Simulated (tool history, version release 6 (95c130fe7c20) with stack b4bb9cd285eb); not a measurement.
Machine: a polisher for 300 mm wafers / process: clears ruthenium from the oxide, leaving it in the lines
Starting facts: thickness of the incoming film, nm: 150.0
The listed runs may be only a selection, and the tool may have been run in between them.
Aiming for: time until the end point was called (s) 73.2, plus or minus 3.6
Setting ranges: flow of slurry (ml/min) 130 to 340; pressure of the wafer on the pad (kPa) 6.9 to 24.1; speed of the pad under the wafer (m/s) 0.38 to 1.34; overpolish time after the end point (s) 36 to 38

| run | hour | flow of slurry (ml/min) | pressure of the wafer on the pad (kPa) | speed of the pad under the wafer (m/s) | overpolish time after the end point (s) | time until the end point was called (s) |
|---|---|---|---|---|---|---|
| 1 | 0 | 220 | 15.2 | 0.86 | 36 | 147.25 |
| 2 | 6.9 | 220 | 15.2 | 0.96 | 36 | 133.47 |
| 3 | 13.3 | 220 | 17.2 | 0.98 | 36 | 116.68 |
| 4 | 19.5 | 185 | 17.2 | 0.98 | 36 | 115.79 |
|  | 23.2 | worn pad replaced by a new one |
| 5 | 23.2 | 185 | 19.3 | 1 | 36 | 96.691 |
| 6 | 29.6 | 185 | 20 | 1 | 36 | 91.615 |
| 7 | 30.4 | 185 | 20.7 | 1 | 36 | 91.757 |
| 8 | 32.8 | 185 | 21.4 | 1.02 | 36 | 86.52 |

4 next moves are on the table. One of them brings every result within its allowed miss. Which?
| A | 35.2 | 270 | 24.1 | 1.16 | 36 | ? |
| B | 35.2 | 190 | 24.1 | 1.18 | 36 | ? |
| C | 35.2 | 220 | 21.4 | 0.84 | 38 | ? |
| D | 35.2 | 130 | 24.1 | 1.1 | 36 | ? |

| move | time until the end point was called (s) |
|---|---|
| A | 65.318 |
| B | 66.159 |
| C | 101.38 |
| D | 73.426 |
A: takes the result that was furthest off past its target
B: takes the result that was furthest off past its target
C: moves away from the targets compared with the last run
D: meets every target
Answer: D
